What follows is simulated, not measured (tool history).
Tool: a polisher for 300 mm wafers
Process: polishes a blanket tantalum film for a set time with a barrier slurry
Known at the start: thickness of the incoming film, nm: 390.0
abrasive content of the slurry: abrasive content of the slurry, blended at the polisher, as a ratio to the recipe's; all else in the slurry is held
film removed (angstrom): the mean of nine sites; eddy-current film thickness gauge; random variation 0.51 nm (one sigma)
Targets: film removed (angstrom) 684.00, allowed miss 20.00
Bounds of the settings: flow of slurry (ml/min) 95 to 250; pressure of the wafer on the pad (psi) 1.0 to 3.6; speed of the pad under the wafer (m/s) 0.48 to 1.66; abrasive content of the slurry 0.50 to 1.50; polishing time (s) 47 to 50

run  hour  flow of slurry (ml/min)  pressure of the wafer on the pad (psi)  speed of the pad under the wafer (m/s)  abrasive content of the slurry  polishing time (s)  film removed (angstrom)
  1   0.0                      160                                     2.3                                    1.06                            1.00                  47                  1134.10
  2   2.4                      160                                     2.3                                    0.84                            1.00                  47                   903.67
  3   4.8                      195                                     2.3                                    0.84                            1.00                  47                   929.51
  4   8.3                      195                                     2.3                                    0.84                            0.85                  47                   890.02
  5  17.2                      195                                     2.3                                    0.84                            0.85                  47                   894.88
  6  25.3                      195                                     2.3                                    0.84                            0.95                  47                   915.69
  7  27.0                      190                                     2.1                                    0.84                            0.95                  47                   842.48
  8  34.2                      185                                     2.0                                    0.84                            0.95                  47                   825.01
  9  39.1                      185                                     1.8                                    0.84                            0.95                  47                   755.17
 10  44.9                      180                                     1.7                                    0.84                            0.95                  47                   716.30
 11  46.1                      175                                     1.7                                    0.84                            0.95                  47                   716.83

4 next moves are on the table. One of them brings every result within its allowed miss. Which?
  A  47.3                      150                                     1.9                                    0.78                            0.95                  50                        ?
  B  47.3                      190                                     2.2                                    0.70                            1.10                  48                        ?
  C  47.3                       95                                     1.2                                    1.28                            1.20                  47                        ?
  D  47.3                      205                                     2.1                                    0.66                            0.85                  49                        ?

move  film removed (angstrom)
   A                   749.25
   B                   787.22
   C                   773.39
   D                   688.94
A: further off than the last run
B: further off than the last run
C: further off than the last run
D: meets every target
Move D is the one to make.

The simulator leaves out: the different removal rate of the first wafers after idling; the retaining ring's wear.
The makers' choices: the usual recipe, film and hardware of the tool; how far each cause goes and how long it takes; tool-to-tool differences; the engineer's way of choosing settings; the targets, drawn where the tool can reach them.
